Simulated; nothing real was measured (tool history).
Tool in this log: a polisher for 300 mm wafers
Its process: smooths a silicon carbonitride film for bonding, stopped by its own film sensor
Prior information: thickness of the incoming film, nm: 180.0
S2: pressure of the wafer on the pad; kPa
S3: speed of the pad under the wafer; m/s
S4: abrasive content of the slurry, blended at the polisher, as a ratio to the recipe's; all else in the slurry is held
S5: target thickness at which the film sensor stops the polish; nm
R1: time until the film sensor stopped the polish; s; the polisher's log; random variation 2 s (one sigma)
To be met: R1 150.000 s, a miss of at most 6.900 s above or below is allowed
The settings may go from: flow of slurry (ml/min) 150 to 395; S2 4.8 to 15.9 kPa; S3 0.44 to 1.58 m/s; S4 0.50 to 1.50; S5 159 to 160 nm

{"run": 1, "day": 0.0, "flow of slurry (ml/min)": 250, "S2": 10.3, "S3": 1.0, "S4": 1.0, "S5": 160, "R1": 94.066}
{"run": 2, "day": 0.133, "flow of slurry (ml/min)": 250, "S2": 9.7, "S3": 1.0, "S4": 1.0, "S5": 160, "R1": 100.67}
{"run": 3, "day": 0.229, "flow of slurry (ml/min)": 250, "S2": 9.7, "S3": 1.0, "S4": 1.0, "S5": 159, "R1": 106.83}
{"run": 4, "day": 0.467, "flow of slurry (ml/min)": 250, "S2": 9.7, "S3": 1.12, "S4": 1.0, "S5": 159, "R1": 97.047}
{"run": 5, "day": 0.517, "flow of slurry (ml/min)": 295, "S2": 9.7, "S3": 1.12, "S4": 1.0, "S5": 159, "R1": 92.302}
{"run": 6, "day": 0.671, "flow of slurry (ml/min)": 290, "S2": 9.0, "S3": 1.12, "S4": 1.0, "S5": 159, "R1": 101.8}
{"run": 7, "day": 0.754, "flow of slurry (ml/min)": 290, "S2": 8.3, "S3": 1.12, "S4": 1.0, "S5": 159, "R1": 109.58}
{"run": 8, "day": 1.05, "flow of slurry (ml/min)": 285, "S2": 7.6, "S3": 1.12, "S4": 1.0, "S5": 159, "R1": 118.89}
{"run": 9, "day": 1.104, "flow of slurry (ml/min)": 280, "S2": 7.6, "S3": 1.12, "S4": 1.0, "S5": 159, "R1": 119.8}
{"run": 10, "day": 1.392, "flow of slurry (ml/min)": 275, "S2": 7.6, "S3": 1.12, "S4": 1.0, "S5": 159, "R1": 118.53}

Exactly one of the 5 candidate moves below puts every result within its allowed miss. Which one?
{"run": "A", "day": 1.679, "flow of slurry (ml/min)": 310, "S2": 6.9, "S3": 1.12, "S4": 0.95, "S5": 159, "R1": "?"}
{"run": "B", "day": 1.679, "flow of slurry (ml/min)": 275, "S2": 6.9, "S3": 1.3, "S4": 0.75, "S5": 159, "R1": "?"}
{"run": "C", "day": 1.679, "flow of slurry (ml/min)": 270, "S2": 5.5, "S3": 1.24, "S4": 0.9, "S5": 160, "R1": "?"}
{"run": "D", "day": 1.679, "flow of slurry (ml/min)": 290, "S2": 6.9, "S3": 1.08, "S4": 1.05, "S5": 159, "R1": "?"}
{"run": "E", "day": 1.679, "flow of slurry (ml/min)": 265, "S2": 7.6, "S3": 1.06, "S4": 0.95, "S5": 159, "R1": "?"}

move=A R1=131.380
move=B R1=127.200
move=C R1=146.820
move=D R1=131.680
move=E R1=127.000
A: gains on the last run, yet a result remains outside its allowed miss
B: gains on the last run, yet a result remains outside its allowed miss
C: all results land within tolerance of their targets
D: gains on the last run, yet a result remains outside its allowed miss
E: gains on the last run, yet a result remains outside its allowed miss
Answer: C
